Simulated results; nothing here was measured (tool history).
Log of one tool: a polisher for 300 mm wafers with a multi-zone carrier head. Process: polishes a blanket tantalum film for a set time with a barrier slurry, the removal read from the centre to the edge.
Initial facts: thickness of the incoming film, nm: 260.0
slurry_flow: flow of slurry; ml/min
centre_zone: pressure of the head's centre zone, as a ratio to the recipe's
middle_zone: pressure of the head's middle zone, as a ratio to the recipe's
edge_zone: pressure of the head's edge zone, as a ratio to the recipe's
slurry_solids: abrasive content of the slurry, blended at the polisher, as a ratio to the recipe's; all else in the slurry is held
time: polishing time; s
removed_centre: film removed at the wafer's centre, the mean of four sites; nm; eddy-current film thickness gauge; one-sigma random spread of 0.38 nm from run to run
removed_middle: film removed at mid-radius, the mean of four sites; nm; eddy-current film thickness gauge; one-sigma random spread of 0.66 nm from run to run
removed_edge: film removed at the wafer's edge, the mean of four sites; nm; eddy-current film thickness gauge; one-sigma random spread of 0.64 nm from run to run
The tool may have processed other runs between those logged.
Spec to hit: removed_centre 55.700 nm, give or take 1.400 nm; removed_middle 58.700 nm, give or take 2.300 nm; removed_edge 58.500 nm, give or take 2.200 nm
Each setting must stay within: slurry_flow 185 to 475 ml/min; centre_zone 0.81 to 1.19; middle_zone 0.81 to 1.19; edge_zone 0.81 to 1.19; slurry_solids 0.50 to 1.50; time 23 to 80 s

run 1 hour=0.0 | slurry_flow=305 centre_zone=1.00 middle_zone=1.00 edge_zone=1.00 slurry_solids=1.00 time=51 | removed_centre=93.928 removed_middle=91.410 removed_edge=93.200
run 2 hour=7.9 | slurry_flow=300 centre_zone=0.97 middle_zone=0.99 edge_zone=0.97 slurry_solids=0.85 time=48 | removed_centre=82.646 removed_middle=81.914 removed_edge=84.352
run 3 hour=12.4 | slurry_flow=300 centre_zone=0.93 middle_zone=0.99 edge_zone=0.97 slurry_solids=0.85 time=48 | removed_centre=80.590 removed_middle=84.334 removed_edge=84.004
run 4 hour=17.2 | slurry_flow=300 centre_zone=0.93 middle_zone=0.99 edge_zone=0.97 slurry_solids=1.05 time=48 | removed_centre=85.250 removed_middle=85.956 removed_edge=88.285
run 5 hour=23.5 | slurry_flow=300 centre_zone=0.92 middle_zone=0.98 edge_zone=0.94 slurry_solids=0.90 time=45 | removed_centre=75.682 removed_middle=77.238 removed_edge=77.593
run 6 hour=25.2 | slurry_flow=270 centre_zone=0.92 middle_zone=0.98 edge_zone=0.94 slurry_solids=0.90 time=45 | removed_centre=74.384 removed_middle=75.523 removed_edge=77.394
run 7 hour=25.8 | slurry_flow=270 centre_zone=0.90 middle_zone=0.97 edge_zone=0.91 slurry_solids=0.80 time=44 | removed_centre=68.858 removed_middle=72.753 removed_edge=71.759
run 8 hour=30.9 | slurry_flow=265 centre_zone=0.89 middle_zone=0.94 edge_zone=0.89 slurry_solids=0.70 time=43 | removed_centre=64.917 removed_middle=65.561 removed_edge=67.265
run 9 hour=35.3 | slurry_flow=260 centre_zone=0.88 middle_zone=0.94 edge_zone=0.87 slurry_solids=0.65 time=43 | removed_centre=62.921 removed_middle=64.254 removed_edge=64.993

Exercise: of the 5 proposed moves below, exactly one satisfies all targets within the stated allowed misses. Which move is it?
run A hour=39.7 | slurry_flow=225 centre_zone=1.12 middle_zone=0.86 edge_zone=0.83 slurry_solids=0.65 time=41 | removed_centre=? removed_middle=? removed_edge=?
run B hour=39.7 | slurry_flow=235 centre_zone=1.18 middle_zone=1.07 edge_zone=0.81 slurry_solids=0.75 time=37 | removed_centre=? removed_middle=? removed_edge=?
run C hour=39.7 | slurry_flow=235 centre_zone=0.93 middle_zone=0.88 edge_zone=0.92 slurry_solids=0.50 time=48 | removed_centre=? removed_middle=? removed_edge=?
run D hour=39.7 | slurry_flow=250 centre_zone=0.89 middle_zone=0.90 edge_zone=0.96 slurry_solids=0.75 time=43 | removed_centre=? removed_middle=? removed_edge=?
run E hour=39.7 | slurry_flow=250 centre_zone=0.87 middle_zone=0.96 edge_zone=0.87 slurry_solids=0.65 time=39 | removed_centre=? removed_middle=? removed_edge=?

move=A removed_centre=71.319 removed_middle=56.497 removed_edge=60.439
move=B removed_centre=70.682 removed_middle=64.234 removed_edge=56.390
move=C removed_centre=66.245 removed_middle=62.280 removed_edge=68.342
move=D removed_centre=65.605 removed_middle=65.043 removed_edge=71.321
move=E removed_centre=55.997 removed_middle=59.647 removed_edge=59.159
A: the biggest miss grows against the last run
B: the biggest miss grows against the last run
C: the biggest miss grows against the last run
D: the biggest miss grows against the last run
E: each result inside its tolerance
The right move is E.
